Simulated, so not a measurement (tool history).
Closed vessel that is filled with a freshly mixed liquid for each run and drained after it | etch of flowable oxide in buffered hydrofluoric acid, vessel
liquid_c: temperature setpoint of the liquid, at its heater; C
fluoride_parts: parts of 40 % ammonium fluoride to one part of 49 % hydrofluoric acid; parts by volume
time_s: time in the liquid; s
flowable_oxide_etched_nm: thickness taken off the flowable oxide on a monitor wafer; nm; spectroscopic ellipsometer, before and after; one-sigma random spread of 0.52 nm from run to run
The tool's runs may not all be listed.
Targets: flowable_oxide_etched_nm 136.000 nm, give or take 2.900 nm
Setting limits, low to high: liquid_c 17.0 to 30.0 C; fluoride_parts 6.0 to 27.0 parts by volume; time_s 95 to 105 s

Run 1, hour 0.0: liquid_c 22.0 C, fluoride_parts 16.5 parts by volume, time_s 95 s. Result: flowable_oxide_etched_nm 99.040 nm.
Run 2, hour 4.5: liquid_c 19.5 C, fluoride_parts 16.5 parts by volume, time_s 95 s. Result: flowable_oxide_etched_nm 85.996 nm.
Run 3, hour 10.5: liquid_c 19.5 C, fluoride_parts 16.5 parts by volume, time_s 105 s. Result: flowable_oxide_etched_nm 95.375 nm.
Run 4, hour 14.1: liquid_c 23.0 C, fluoride_parts 16.5 parts by volume, time_s 105 s. Result: flowable_oxide_etched_nm 116.220 nm.
Run 5, hour 14.7: liquid_c 23.0 C, fluoride_parts 16.5 parts by volume, time_s 105 s. Result: flowable_oxide_etched_nm 114.720 nm.
Run 6, hour 22.0: liquid_c 23.5 C, fluoride_parts 16.5 parts by volume, time_s 105 s. Result: flowable_oxide_etched_nm 118.190 nm.
Run 7, hour 28.8: liquid_c 24.0 C, fluoride_parts 16.5 parts by volume, time_s 105 s. Result: flowable_oxide_etched_nm 122.290 nm.
Run 8, hour 37.1: liquid_c 25.0 C, fluoride_parts 16.5 parts by volume, time_s 105 s. Result: flowable_oxide_etched_nm 128.710 nm.
Run 9, hour 44.2: liquid_c 25.0 C, fluoride_parts 16.5 parts by volume, time_s 105 s. Result: flowable_oxide_etched_nm 129.370 nm.
Run 10, hour 47.4: liquid_c 25.5 C, fluoride_parts 16.5 parts by volume, time_s 105 s. Result: flowable_oxide_etched_nm 132.080 nm.

Next run, 5 choices. One meets every target within its allowed miss, the rest don't. Which?
Run A, hour 50.6: liquid_c 25.5 C, fluoride_parts 16.5 parts by volume, time_s 100 s. Result: flowable_oxide_etched_nm ?.
Run B, hour 50.6: liquid_c 24.0 C, fluoride_parts 15.0 parts by volume, time_s 100 s. Result: flowable_oxide_etched_nm ?.
Run C, hour 50.6: liquid_c 26.5 C, fluoride_parts 16.0 parts by volume, time_s 100 s. Result: flowable_oxide_etched_nm ?.
Run D, hour 50.6: liquid_c 24.5 C, fluoride_parts 16.0 parts by volume, time_s 100 s. Result: flowable_oxide_etched_nm ?.
Run E, hour 50.6: liquid_c 24.0 C, fluoride_parts 16.0 parts by volume, time_s 105 s. Result: flowable_oxide_etched_nm ?.

move  flowable_oxide_etched_nm
   A                   126.070
   B                   127.610
   C                   137.150
   D                   123.080
   E                   125.750
A: moves away from the targets compared with the last run
B: moves away from the targets compared with the last run
C: every result lands within tolerance
D: moves away from the targets compared with the last run
E: moves away from the targets compared with the last run
C is the move that brings every result within its allowed miss.
